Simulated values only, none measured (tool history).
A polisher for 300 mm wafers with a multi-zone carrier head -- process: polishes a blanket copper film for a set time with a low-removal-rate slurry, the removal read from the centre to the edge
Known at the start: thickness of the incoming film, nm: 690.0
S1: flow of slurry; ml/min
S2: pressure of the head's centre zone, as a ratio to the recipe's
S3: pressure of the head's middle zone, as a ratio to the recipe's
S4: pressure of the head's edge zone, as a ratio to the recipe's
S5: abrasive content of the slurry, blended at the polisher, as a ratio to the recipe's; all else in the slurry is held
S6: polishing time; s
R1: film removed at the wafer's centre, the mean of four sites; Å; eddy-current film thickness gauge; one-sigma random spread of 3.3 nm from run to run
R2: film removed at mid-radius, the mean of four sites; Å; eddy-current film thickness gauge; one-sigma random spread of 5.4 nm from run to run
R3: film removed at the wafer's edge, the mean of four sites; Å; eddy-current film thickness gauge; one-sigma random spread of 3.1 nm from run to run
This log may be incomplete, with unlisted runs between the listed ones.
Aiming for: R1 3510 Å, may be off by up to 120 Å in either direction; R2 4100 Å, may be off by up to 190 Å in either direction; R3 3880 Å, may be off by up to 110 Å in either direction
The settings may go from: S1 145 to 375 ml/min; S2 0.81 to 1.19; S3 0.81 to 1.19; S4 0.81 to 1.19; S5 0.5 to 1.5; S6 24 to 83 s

run 1 day=0 | S1=240 S2=1 S3=1 S4=1 S5=1 S6=53 | R1=2640.9 R2=2614.1 R3=2648
run 2 day=0.358 | S1=240 S2=1 S3=1 S4=1 S5=1 S6=59 | R1=2903.4 R2=2989.8 R3=2956.9
run 3 day=0.562 | S1=240 S2=1 S3=1 S4=1.05 S5=1 S6=59 | R1=2949.9 R2=2908.8 R3=3014.4
run 4 day=0.75 | S1=210 S2=1 S3=1 S4=1.05 S5=1 S6=59 | R1=2860.1 R2=2888.6 R3=2988.7
run 5 day=1.046 | S1=210 S2=1 S3=1 S4=1.05 S5=1 S6=48 | R1=2350.6 R2=2332.1 R3=2436.5
run 6 day=1.192 | S1=210 S2=1 S3=1 S4=1.05 S5=1 S6=54 | R1=2638 R2=2629.7 R3=2750.4
run 7 day=1.233 | S1=200 S2=0.99 S3=1.04 S4=1.06 S5=1.15 S6=58 | R1=2866.6 R2=2888.5 R3=3013.1
run 8 day=1.279 | S1=215 S2=0.96 S3=1.08 S4=1.05 S5=1.2 S6=62 | R1=3069.6 R2=3298.3 R3=3233.9
run 9 day=1.4 | S1=245 S2=0.94 S3=1.17 S4=1.15 S5=1.45 S6=66 | R1=3340.9 R2=3947.3 R3=3758.3

4 candidate next runs follow, results not yet known. Just one meets every target within its allowed miss. Identify it.
run A day=1.521 | S1=210 S2=0.92 S3=1.12 S4=1.17 S5=1.5 S6=67 | R1=? R2=? R3=?
run B day=1.521 | S1=255 S2=0.96 S3=1.18 S4=1.15 S5=1.35 S6=68 | R1=? R2=? R3=?
run C day=1.521 | S1=235 S2=1 S3=1.16 S4=1.19 S5=1.25 S6=64 | R1=? R2=? R3=?
run D day=1.521 | S1=255 S2=0.94 S3=1.15 S4=1.16 S5=1.45 S6=63 | R1=? R2=? R3=?

move=A R1=3294.8 R2=3837.8 R3=3833.6
move=B R1=3529.9 R2=4086 R3=3857.9
move=C R1=3373.7 R2=3702.3 R3=3617
move=D R1=3243.3 R2=3760.3 R3=3638.8
A: further off than the last run
B: all results land within tolerance of their targets
C: further off than the last run
D: further off than the last run
Correct choice: B, which meets every target
